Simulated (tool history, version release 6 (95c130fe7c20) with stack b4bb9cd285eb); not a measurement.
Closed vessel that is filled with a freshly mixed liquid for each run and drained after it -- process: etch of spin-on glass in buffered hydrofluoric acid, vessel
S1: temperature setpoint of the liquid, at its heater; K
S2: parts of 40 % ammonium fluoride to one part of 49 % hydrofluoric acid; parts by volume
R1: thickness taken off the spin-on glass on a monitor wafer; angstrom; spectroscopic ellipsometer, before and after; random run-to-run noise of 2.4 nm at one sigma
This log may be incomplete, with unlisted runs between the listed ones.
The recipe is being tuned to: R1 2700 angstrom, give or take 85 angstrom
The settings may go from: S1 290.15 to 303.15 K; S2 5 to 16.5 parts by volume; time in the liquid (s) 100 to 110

Run 1, hour 0: S1 295.15 K, S2 10 parts by volume, time in the liquid (s) 100. Result: R1 4270.6 angstrom.
Run 2, hour 5.1: S1 295.15 K, S2 10 parts by volume, time in the liquid (s) 110. Result: R1 4618.3 angstrom.
Run 3, hour 13.5: S1 295.15 K, S2 10 parts by volume, time in the liquid (s) 110. Result: R1 4716.4 angstrom.
Run 4, hour 18.5: S1 295.15 K, S2 10 parts by volume, time in the liquid (s) 110. Result: R1 4617.7 angstrom.
Run 5, hour 23: S1 298.65 K, S2 10 parts by volume, time in the liquid (s) 110. Result: R1 5699.3 angstrom.
Run 6, hour 27.2: S1 298.65 K, S2 10 parts by volume, time in the liquid (s) 100. Result: R1 5088.3 angstrom.
Run 7, hour 34.9: S1 297.65 K, S2 10 parts by volume, time in the liquid (s) 100. Result: R1 4911.2 angstrom.
Run 8, hour 37.2: S1 297.65 K, S2 10 parts by volume, time in the liquid (s) 100. Result: R1 4929.7 angstrom.
Run 9, hour 44.2: S1 296.65 K, S2 10 parts by volume, time in the liquid (s) 100. Result: R1 4735.8 angstrom.
Run 10, hour 45: S1 296.15 K, S2 10.5 parts by volume, time in the liquid (s) 100. Result: R1 4271.2 angstrom.
Run 11, hour 48.5: S1 295.65 K, S2 10.5 parts by volume, time in the liquid (s) 100. Result: R1 4168.4 angstrom.
Run 12, hour 51.1: S1 295.15 K, S2 10.5 parts by volume, time in the liquid (s) 100. Result: R1 4110.8 angstrom.
Run 13, hour 53.7: S1 294.65 K, S2 10.5 parts by volume, time in the liquid (s) 100. Result: R1 3996.4 angstrom.

Next run, 5 choices. One meets every target within its allowed miss, the rest don't. Which?
Run A, hour 56.3: S1 292.65 K, S2 11.5 parts by volume, time in the liquid (s) 100. Result: R1 ?.
Run B, hour 56.3: S1 298.65 K, S2 7.5 parts by volume, time in the liquid (s) 110. Result: R1 ?.
Run C, hour 56.3: S1 291.15 K, S2 13.5 parts by volume, time in the liquid (s) 100. Result: R1 ?.
Run D, hour 56.3: S1 294.65 K, S2 11.5 parts by volume, time in the liquid (s) 100. Result: R1 ?.
Run E, hour 56.3: S1 291.65 K, S2 13 parts by volume, time in the liquid (s) 100. Result: R1 ?.

move      R1
   A  3234.3
   B  7385.5
   C  2539.6
   D  3616.3
   E  2711.2
A: better than the last run, though not everything is in spec
B: the biggest miss grows against the last run
C: the result that was furthest off in the last run now lies on the other side of its target
D: better than the last run, though not everything is in spec
E: every result lands within tolerance
The right move is E.
